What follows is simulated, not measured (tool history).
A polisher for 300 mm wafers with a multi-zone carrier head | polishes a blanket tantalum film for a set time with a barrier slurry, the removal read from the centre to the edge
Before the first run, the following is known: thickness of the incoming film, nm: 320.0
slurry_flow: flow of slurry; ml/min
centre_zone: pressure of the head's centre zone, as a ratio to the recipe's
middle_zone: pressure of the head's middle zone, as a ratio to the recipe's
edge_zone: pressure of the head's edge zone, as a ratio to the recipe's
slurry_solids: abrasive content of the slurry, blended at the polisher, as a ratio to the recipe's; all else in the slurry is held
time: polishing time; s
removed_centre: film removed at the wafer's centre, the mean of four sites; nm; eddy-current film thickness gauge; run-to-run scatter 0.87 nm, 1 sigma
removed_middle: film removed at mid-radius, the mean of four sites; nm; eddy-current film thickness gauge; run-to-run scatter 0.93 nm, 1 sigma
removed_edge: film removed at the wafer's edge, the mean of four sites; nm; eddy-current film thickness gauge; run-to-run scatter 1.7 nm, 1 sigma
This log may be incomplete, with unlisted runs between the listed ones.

run 1 hour=0.0 | slurry_flow=145 centre_zone=1.00 middle_zone=1.00 edge_zone=1.00 slurry_solids=1.00 time=81 | removed_centre=85.037 removed_middle=87.225 removed_edge=83.078
run 2 hour=4.0 | slurry_flow=145 centre_zone=1.00 middle_zone=1.00 edge_zone=1.00 slurry_solids=0.90 time=81 | removed_centre=81.896 removed_middle=83.651 removed_edge=82.544
run 3 hour=10.2 | slurry_flow=145 centre_zone=1.00 middle_zone=0.93 edge_zone=1.00 slurry_solids=0.90 time=81 | removed_centre=81.806 removed_middle=79.005 removed_edge=80.976
run 4 hour=15.1 | slurry_flow=145 centre_zone=1.00 middle_zone=0.93 edge_zone=1.00 slurry_solids=1.00 time=81 | removed_centre=85.215 removed_middle=81.678 removed_edge=83.813
run 5 hour=20.2 | slurry_flow=145 centre_zone=1.00 middle_zone=0.93 edge_zone=1.00 slurry_solids=1.00 time=64 | removed_centre=67.926 removed_middle=64.506 removed_edge=66.452
run 6 hour=22.4 | slurry_flow=150 centre_zone=1.00 middle_zone=0.95 edge_zone=1.03 slurry_solids=1.10 time=69 | removed_centre=75.493 removed_middle=73.414 removed_edge=75.568
run 7 hour=28.1 | slurry_flow=150 centre_zone=1.00 middle_zone=0.95 edge_zone=1.03 slurry_solids=1.10 time=69 | removed_centre=74.954 removed_middle=73.876 removed_edge=75.725
run 8 hour=35.3 | slurry_flow=160 centre_zone=1.02 middle_zone=0.98 edge_zone=1.05 slurry_solids=1.15 time=72 | removed_centre=81.972 removed_middle=80.627 removed_edge=79.203
run 9 hour=36.3 | slurry_flow=155 centre_zone=1.02 middle_zone=0.99 edge_zone=1.07 slurry_solids=1.20 time=77 | removed_centre=88.363 removed_middle=88.154 removed_edge=86.112
run 10 hour=41.8 | slurry_flow=155 centre_zone=1.02 middle_zone=1.00 edge_zone=1.09 slurry_solids=1.25 time=81 | removed_centre=93.645 removed_middle=94.077 removed_edge=93.610
run 11 hour=43.7 | slurry_flow=155 centre_zone=1.02 middle_zone=1.02 edge_zone=1.10 slurry_solids=1.30 time=84 | removed_centre=98.383 removed_middle=100.490 removed_edge=95.941
run 12 hour=50.4 | slurry_flow=160 centre_zone=1.01 middle_zone=1.02 edge_zone=1.11 slurry_solids=1.35 time=87 | removed_centre=103.470 removed_middle=105.300 removed_edge=102.350
run 13 hour=56.0 | slurry_flow=160 centre_zone=1.01 middle_zone=1.03 edge_zone=1.12 slurry_solids=1.35 time=90 | removed_centre=105.040 removed_middle=110.350 removed_edge=108.100
run 14 hour=56.9 | slurry_flow=165 centre_zone=1.01 middle_zone=1.04 edge_zone=1.13 slurry_solids=1.35 time=91 | removed_centre=107.070 removed_middle=112.390 removed_edge=108.370
run 15 hour=58.7 | slurry_flow=165 centre_zone=1.01 middle_zone=1.05 edge_zone=1.14 slurry_solids=1.35 time=93 | removed_centre=110.290 removed_middle=116.360 removed_edge=111.330

Run 16, settings as shown, results not yet in. Your forecast:
run 16 hour=65.7 | slurry_flow=165 centre_zone=1.01 middle_zone=1.06 edge_zone=1.15 slurry_solids=1.35 time=95 | removed_centre=? removed_middle=? removed_edge=?

Run 16 measured removed_centre 112.670 nm, removed_middle 119.210 nm, removed_edge 111.960 nm.
